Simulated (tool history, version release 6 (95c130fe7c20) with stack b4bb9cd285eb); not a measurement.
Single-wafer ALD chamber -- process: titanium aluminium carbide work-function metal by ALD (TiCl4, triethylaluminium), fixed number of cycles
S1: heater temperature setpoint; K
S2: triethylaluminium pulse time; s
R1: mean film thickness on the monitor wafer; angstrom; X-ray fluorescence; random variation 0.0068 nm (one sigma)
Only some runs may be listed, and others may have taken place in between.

| run | day | S1 | S2 | R1 |
|---|---|---|---|---|
| 1 | 0 | 553.15 | 15.38 | 18.092 |
| 2 | 0.154 | 562.15 | 15.38 | 18.856 |
| 3 | 0.212 | 558.15 | 15.11 | 18.635 |
| 4 | 0.288 | 558.15 | 19.22 | 18.606 |
| 5 | 0.358 | 563.15 | 19.22 | 19.079 |
| 6 | 0.517 | 553.15 | 19.22 | 18.076 |
| 7 | 0.892 | 551.15 | 19.22 | 17.963 |
| 8 | 1.025 | 549.15 | 19.18 | 17.957 |

For run 9, what comes out?
| 9 | 1.075 | 546.15 | 19.06 | ? |

R1: 17.657 angstrom
